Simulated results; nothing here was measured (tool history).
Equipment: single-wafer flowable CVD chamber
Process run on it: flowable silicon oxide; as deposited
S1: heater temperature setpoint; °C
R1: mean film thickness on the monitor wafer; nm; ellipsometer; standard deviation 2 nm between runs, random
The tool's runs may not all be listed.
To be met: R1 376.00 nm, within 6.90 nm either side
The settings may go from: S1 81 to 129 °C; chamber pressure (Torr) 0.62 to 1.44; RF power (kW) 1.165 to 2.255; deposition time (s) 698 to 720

Run 1, hour 0.0: S1 105 °C, chamber pressure (Torr) 1.03, RF power (kW) 1.710, deposition time (s) 698. Result: R1 495.34 nm.
Run 2, hour 2.6: S1 107 °C, chamber pressure (Torr) 1.03, RF power (kW) 1.710, deposition time (s) 698. Result: R1 469.37 nm.
Run 3, hour 9.0: S1 109 °C, chamber pressure (Torr) 1.03, RF power (kW) 1.710, deposition time (s) 698. Result: R1 433.50 nm.
Run 4, hour 12.8: S1 109 °C, chamber pressure (Torr) 1.03, RF power (kW) 1.605, deposition time (s) 698. Result: R1 429.90 nm.
Run 5, hour 14.6: S1 100 °C, chamber pressure (Torr) 1.03, RF power (kW) 1.605, deposition time (s) 698. Result: R1 580.59 nm.
Run 6, hour 19.6: S1 91 °C, chamber pressure (Torr) 1.03, RF power (kW) 1.605, deposition time (s) 698. Result: R1 779.45 nm.
Run 7, hour 23.7: S1 97 °C, chamber pressure (Torr) 1.03, RF power (kW) 1.605, deposition time (s) 698. Result: R1 646.06 nm.
Run 8, hour 30.3: S1 102 °C, chamber pressure (Torr) 1.03, RF power (kW) 1.605, deposition time (s) 698. Result: R1 542.48 nm.
Run 9, hour 31.0: S1 105 °C, chamber pressure (Torr) 1.03, RF power (kW) 1.605, deposition time (s) 698. Result: R1 493.03 nm.
Run 10, hour 33.4: S1 107 °C, chamber pressure (Torr) 1.03, RF power (kW) 1.605, deposition time (s) 698. Result: R1 459.24 nm.
Run 11, hour 38.1: S1 109 °C, chamber pressure (Torr) 1.03, RF power (kW) 1.605, deposition time (s) 698. Result: R1 430.09 nm.
Run 12, hour 39.0: S1 110 °C, chamber pressure (Torr) 1.03, RF power (kW) 1.605, deposition time (s) 698. Result: R1 414.59 nm.
Run 13, hour 48.0: S1 111 °C, chamber pressure (Torr) 1.03, RF power (kW) 1.605, deposition time (s) 698. Result: R1 406.80 nm.
Run 14, hour 53.8: S1 112 °C, chamber pressure (Torr) 1.03, RF power (kW) 1.605, deposition time (s) 698. Result: R1 392.14 nm.

4 candidate next runs follow, results not yet known. Just one meets every target within its allowed miss. Identify it.
Run A, hour 59.6: S1 109 °C, chamber pressure (Torr) 0.88, RF power (kW) 1.605, deposition time (s) 718. Result: R1 ?.
Run B, hour 59.6: S1 116 °C, chamber pressure (Torr) 1.16, RF power (kW) 1.715, deposition time (s) 719. Result: R1 ?.
Run C, hour 59.6: S1 113 °C, chamber pressure (Torr) 1.20, RF power (kW) 1.360, deposition time (s) 703. Result: R1 ?.
Run D, hour 59.6: S1 111 °C, chamber pressure (Torr) 0.99, RF power (kW) 1.670, deposition time (s) 719. Result: R1 ?.

move      R1
   A  378.31
   B  401.96
   C  423.40
   D  401.96
A: in spec on every target
B: the biggest miss grows against the last run
C: the biggest miss grows against the last run
D: the biggest miss grows against the last run
A meets every target.

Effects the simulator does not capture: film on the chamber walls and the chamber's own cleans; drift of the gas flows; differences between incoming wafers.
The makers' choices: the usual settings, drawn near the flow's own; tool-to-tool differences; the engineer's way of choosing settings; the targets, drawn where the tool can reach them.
